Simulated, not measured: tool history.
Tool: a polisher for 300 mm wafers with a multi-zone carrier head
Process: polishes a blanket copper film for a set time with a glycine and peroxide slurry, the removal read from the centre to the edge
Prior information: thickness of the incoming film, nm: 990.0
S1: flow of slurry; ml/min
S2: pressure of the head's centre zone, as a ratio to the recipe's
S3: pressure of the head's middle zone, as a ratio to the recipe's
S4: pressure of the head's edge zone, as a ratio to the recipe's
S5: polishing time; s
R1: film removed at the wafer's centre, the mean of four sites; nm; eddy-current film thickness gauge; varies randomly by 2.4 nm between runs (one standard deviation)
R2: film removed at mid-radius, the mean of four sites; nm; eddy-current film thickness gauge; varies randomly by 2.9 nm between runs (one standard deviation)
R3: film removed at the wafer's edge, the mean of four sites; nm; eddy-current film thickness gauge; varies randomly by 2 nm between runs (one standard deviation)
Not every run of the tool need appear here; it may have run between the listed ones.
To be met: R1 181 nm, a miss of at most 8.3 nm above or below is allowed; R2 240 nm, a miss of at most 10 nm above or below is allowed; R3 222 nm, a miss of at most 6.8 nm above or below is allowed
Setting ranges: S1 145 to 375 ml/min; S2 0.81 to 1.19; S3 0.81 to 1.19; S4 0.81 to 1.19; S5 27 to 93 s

run 1 day=0 | S1=240 S2=1 S3=1 S4=1 S5=59 | R1=379.11 R2=386.78 R3=386.87
run 2 day=0.3 | S1=240 S2=1 S3=1 S4=0.94 S5=59 | R1=387.05 R2=380.05 R3=374.4
run 3 day=0.558 | S1=235 S2=0.97 S3=1.01 S4=0.94 S5=55 | R1=347.49 R2=368.5 R3=349.01
run 4 day=0.854 | S1=235 S2=0.97 S3=1.01 S4=0.94 S5=50 | R1=321.34 R2=328.53 R3=314.52
run 5 day=1.088 | S1=225 S2=0.95 S3=1.02 S4=0.96 S5=47 | R1=296.97 R2=308.72 R3=299.81
run 6 day=1.433 | S1=220 S2=0.93 S3=1.04 S4=0.98 S5=44 | R1=266.82 R2=296.78 R3=281.5
run 7 day=1.542 | S1=215 S2=0.91 S3=1.04 S4=0.99 S5=42 | R1=250.88 R2=282.87 R3=266.11
run 8 day=1.65 | S1=210 S2=0.9 S3=1.05 S4=1 S5=41 | R1=243.11 R2=275.32 R3=265.36
run 9 day=1.746 | S1=205 S2=0.89 S3=1.06 S4=1.01 S5=40 | R1=232.96 R2=263.93 R3=262.38
run 10 day=1.9 | S1=175 S2=0.81 S3=1.16 S4=0.94 S5=31 | R1=155.75 R2=223.9 R3=190.83
run 11 day=1.962 | S1=185 S2=0.81 S3=1.16 S4=0.96 S5=31 | R1=160.57 R2=222.75 R3=195.2
run 12 day=2.025 | S1=190 S2=0.81 S3=1.16 S4=0.97 S5=31 | R1=161.31 R2=223.25 R3=195.52
run 13 day=2.146 | S1=190 S2=0.81 S3=1.16 S4=0.98 S5=32 | R1=168.21 R2=232.69 R3=202.71
run 14 day=2.367 | S1=190 S2=0.81 S3=1.16 S4=0.99 S5=32 | R1=162.57 R2=231.54 R3=206.55
run 15 day=2.492 | S1=195 S2=0.81 S3=1.16 S4=0.99 S5=32 | R1=164.39 R2=228.56 R3=203.47
run 16 day=2.821 | S1=200 S2=0.81 S3=1.16 S4=1 S5=32 | R1=167.32 R2=228.94 R3=205.68

Below are 5 possible settings for the next run. Only one of them brings all results inside the allowed miss of their targets. Which is it?
run A day=3.15 | S1=245 S2=1.1 S3=1.17 S4=0.89 S5=29 | R1=? R2=? R3=?
run B day=3.15 | S1=165 S2=0.81 S3=1.16 S4=1.02 S5=31 | R1=? R2=? R3=?
run C day=3.15 | S1=215 S2=0.82 S3=0.97 S4=1.16 S5=33 | R1=? R2=? R3=?
run D day=3.15 | S1=155 S2=0.84 S3=1.13 S4=1.01 S5=35 | R1=? R2=? R3=?
run E day=3.15 | S1=155 S2=0.81 S3=1.15 S4=1.07 S5=33 | R1=? R2=? R3=?

move=A R1=206.19 R2=218.35 R3=179.53
move=B R1=153.28 R2=221 R3=197.42
move=C R1=171.44 R2=209.76 R3=230.5
move=D R1=177.67 R2=241.84 R3=220.46
move=E R1=161.5 R2=231.43 R3=213.8
A: the biggest miss grows against the last run
B: the biggest miss grows against the last run
C: takes the biggest miss from the last run beyond its target
D: every result lands within tolerance
E: just as far off the targets as the last run
So the answer is move D, the one that meets all the targets.

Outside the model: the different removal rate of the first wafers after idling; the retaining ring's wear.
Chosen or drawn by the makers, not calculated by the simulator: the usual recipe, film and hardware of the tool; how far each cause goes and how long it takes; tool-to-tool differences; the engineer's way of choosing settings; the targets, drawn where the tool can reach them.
